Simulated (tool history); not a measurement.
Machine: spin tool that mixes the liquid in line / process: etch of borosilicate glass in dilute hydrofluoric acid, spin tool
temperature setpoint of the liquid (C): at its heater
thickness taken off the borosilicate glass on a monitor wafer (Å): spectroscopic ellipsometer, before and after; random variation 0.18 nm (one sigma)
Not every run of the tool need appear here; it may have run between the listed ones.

| run | hour | temperature setpoint of the liquid (C) | parts of water to one part of 49 % hydrofluoric acid (parts by volume) | time under the liquid (s) | thickness taken off the borosilicate glass on a monitor wafer (Å) |
|---|---|---|---|---|---|
| 1 | 0 | 24 | 175 | 280 | 404.44 |
| 2 | 8.2 | 22 | 175 | 280 | 374.7 |
| 3 | 15.8 | 20.5 | 190 | 280 | 316.71 |
| 4 | 22.5 | 20.5 | 215 | 280 | 271.84 |
| 5 | 30.8 | 20.5 | 215 | 280 | 273.76 |
| 6 | 35 | 19.5 | 215 | 280 | 262.84 |

Run 7 has not been measured yet. What should we expect?
| 7 | 43.8 | 19 | 215 | 280 | ? |

thickness taken off the borosilicate glass on a monitor wafer (Å): 258.27
